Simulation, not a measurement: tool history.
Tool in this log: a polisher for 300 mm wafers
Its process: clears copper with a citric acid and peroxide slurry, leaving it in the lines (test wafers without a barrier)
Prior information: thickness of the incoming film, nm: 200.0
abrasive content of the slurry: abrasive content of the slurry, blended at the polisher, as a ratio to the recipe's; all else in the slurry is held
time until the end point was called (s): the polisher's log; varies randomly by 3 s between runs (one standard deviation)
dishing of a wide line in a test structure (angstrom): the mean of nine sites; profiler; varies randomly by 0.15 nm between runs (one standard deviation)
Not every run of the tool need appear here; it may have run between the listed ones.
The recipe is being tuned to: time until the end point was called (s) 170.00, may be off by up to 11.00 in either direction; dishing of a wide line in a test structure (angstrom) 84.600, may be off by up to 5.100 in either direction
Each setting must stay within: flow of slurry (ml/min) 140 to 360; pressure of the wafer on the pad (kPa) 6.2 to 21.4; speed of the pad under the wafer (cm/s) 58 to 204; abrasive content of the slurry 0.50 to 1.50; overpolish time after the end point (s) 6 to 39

run	day	flow of slurry (ml/min)	pressure of the wafer on the pad (kPa)	speed of the pad under the wafer (cm/s)	abrasive content of the slurry	overpolish time after the end point (s)	time until the end point was called (s)	dishing of a wide line in a test structure (angstrom)
1	0.000	230	13.8	130	1.00	20	114.09	185.150
2	0.042	275	13.8	130	1.00	20	109.47	189.600
3	0.112	275	12.4	130	1.00	20	124.65	176.440
4	0.379	260	11.0	134	1.00	17	135.75	150.380
5	0.517	240	11.0	134	1.00	17	133.67	151.310
6	0.867	240	11.0	134	0.90	17	141.00	145.370
7	0.908	225	10.3	138	0.80	15	143.11	130.280
8	1.238	220	9.7	140	0.75	13	154.62	112.370
9	1.396	220	9.7	140	0.75	12	158.12	108.880
10	1.517	220	9.7	140	0.75	11	154.73	100.570
11	1.892	220	9.7	140	0.75	10	152.39	91.869

Exactly one of the 4 candidate moves below puts every result within its allowed miss. Which one?
A	2.267	190	11.0	160	0.65	10	?	?
B	2.267	240	11.0	102	0.85	10	?	?
C	2.267	140	13.1	88	0.75	12	?	?
D	2.267	235	9.7	160	0.65	11	?	?

move	time until the end point was called (s)	dishing of a wide line in a test structure (angstrom)
A	128.83	109.630
B	176.64	85.595
C	179.95	97.950
D	143.64	108.290
A: its largest miss is bigger than the last run's
B: in spec on every target
C: brings the result that was furthest off to its target, and leaves another outside
D: its largest miss is bigger than the last run's
Go with B: it meets all targets.
